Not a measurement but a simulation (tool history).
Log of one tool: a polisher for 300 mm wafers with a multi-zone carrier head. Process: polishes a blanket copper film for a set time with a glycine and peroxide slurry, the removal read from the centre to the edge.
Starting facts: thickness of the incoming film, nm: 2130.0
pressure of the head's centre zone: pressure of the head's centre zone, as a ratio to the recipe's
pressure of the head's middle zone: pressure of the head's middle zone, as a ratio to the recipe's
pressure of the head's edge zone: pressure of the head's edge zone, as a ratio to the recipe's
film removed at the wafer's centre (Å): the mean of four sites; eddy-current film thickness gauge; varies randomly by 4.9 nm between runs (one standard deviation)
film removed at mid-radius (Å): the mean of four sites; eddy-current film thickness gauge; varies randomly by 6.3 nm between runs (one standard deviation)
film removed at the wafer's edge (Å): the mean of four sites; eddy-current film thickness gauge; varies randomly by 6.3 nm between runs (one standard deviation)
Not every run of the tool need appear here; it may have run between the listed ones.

run,hour,flow of slurry (ml/min),pressure of the head's centre zone,pressure of the head's middle zone,pressure of the head's edge zone,polishing time (s),film removed at the wafer's centre (Å),film removed at mid-radius (Å),film removed at the wafer's edge (Å)
1,0,235,1,1,1,71,3229,3161,3120.2
2,7.4,235,1,1,1.05,71,3197.8,3214.1,3263.9
3,13.3,235,1,1,1.12,71,3199.6,3168.9,3301.9
4,20.9,235,1,0.94,1.12,71,3179.4,3017.6,3356.5
5,27.9,180,1,0.94,1.12,71,3058.4,2954.9,3160.5
6,30.3,180,1,0.99,1.12,71,3064,3050.6,3256
7,38.6,195,1.03,1.02,1.11,74,3379.1,3222,3368.7

For run 8, what comes out?
8,43.2,205,1.04,1.05,1.1,77,?,?,?

film removed at the wafer's centre (Å): 3529.3
film removed at mid-radius (Å): 3599.8
film removed at the wafer's edge (Å): 3474.2
